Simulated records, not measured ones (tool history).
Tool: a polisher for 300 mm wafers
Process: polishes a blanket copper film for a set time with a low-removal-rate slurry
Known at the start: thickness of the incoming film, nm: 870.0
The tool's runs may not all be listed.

| run | hour | flow of slurry (ml/min) | pressure of the wafer on the pad (kPa) | speed of the pad under the wafer (cm/s) | abrasive content of the slurry | polishing time (s) | film removed (angstrom) |
|---|---|---|---|---|---|---|---|
| 1 | 0 | 215 | 24.1 | 106 | 1 | 60 | 2220.4 |
| 2 | 3.4 | 255 | 24.1 | 106 | 1 | 60 | 2265.5 |
| 3 | 10.1 | 255 | 24.1 | 106 | 1 | 54 | 2038.7 |
| 4 | 12.5 | 255 | 26.2 | 106 | 1 | 54 | 2205.4 |
| 5 | 14.7 | 255 | 28.3 | 106 | 1 | 54 | 2338.1 |
| 6 | 19 | 255 | 32.4 | 106 | 1 | 54 | 2663.1 |
| 7 | 21.7 | 255 | 33.1 | 106 | 1 | 54 | 2734.5 |

Run 8 comes next. What will it give?
| 8 | 23.4 | 255 | 33.8 | 106 | 1 | 54 | ? |

film removed (angstrom): 2742.6
